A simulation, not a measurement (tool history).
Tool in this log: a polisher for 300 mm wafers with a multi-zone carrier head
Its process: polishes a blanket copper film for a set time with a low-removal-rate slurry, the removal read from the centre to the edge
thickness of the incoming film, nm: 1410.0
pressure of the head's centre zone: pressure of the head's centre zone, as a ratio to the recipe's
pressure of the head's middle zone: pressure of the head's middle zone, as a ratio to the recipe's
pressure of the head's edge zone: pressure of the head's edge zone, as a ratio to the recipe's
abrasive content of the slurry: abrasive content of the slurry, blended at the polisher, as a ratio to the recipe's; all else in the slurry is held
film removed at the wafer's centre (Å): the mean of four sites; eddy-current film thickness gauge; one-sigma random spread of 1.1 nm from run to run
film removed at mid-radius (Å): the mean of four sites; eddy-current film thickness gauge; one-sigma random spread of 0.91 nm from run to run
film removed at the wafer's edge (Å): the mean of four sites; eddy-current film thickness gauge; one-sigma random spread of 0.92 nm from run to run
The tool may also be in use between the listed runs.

run	hour	flow of slurry (ml/min)	pressure of the head's centre zone	pressure of the head's middle zone	pressure of the head's edge zone	abrasive content of the slurry	polishing time (s)	film removed at the wafer's centre (Å)	film removed at mid-radius (Å)	film removed at the wafer's edge (Å)
1	0.0	170	1.00	1.00	1.00	1.00	55	1074.90	1067.40	1099.30
2	1.1	160	0.98	0.98	1.01	1.00	55	1042.00	1044.50	1089.10
3	8.9	160	0.98	0.98	1.01	1.00	47	898.48	881.38	929.25
4	17.0	160	0.98	0.98	0.95	1.00	47	902.68	892.20	903.17
# hour 25.2: worn pad replaced by a new one
5	25.2	160	0.91	0.98	0.95	1.00	47	903.58	989.65	977.74
6	26.0	165	0.91	0.96	0.98	1.05	47	921.01	969.25	995.02

Estimate the outcome of run 7 from the log above:
7	26.9	170	0.91	0.95	1.00	1.05	47	?	?	?

Run 7 produced film removed at the wafer's centre (Å) 923.27, film removed at mid-radius (Å) 969.49, film removed at the wafer's edge (Å) 1033.60.
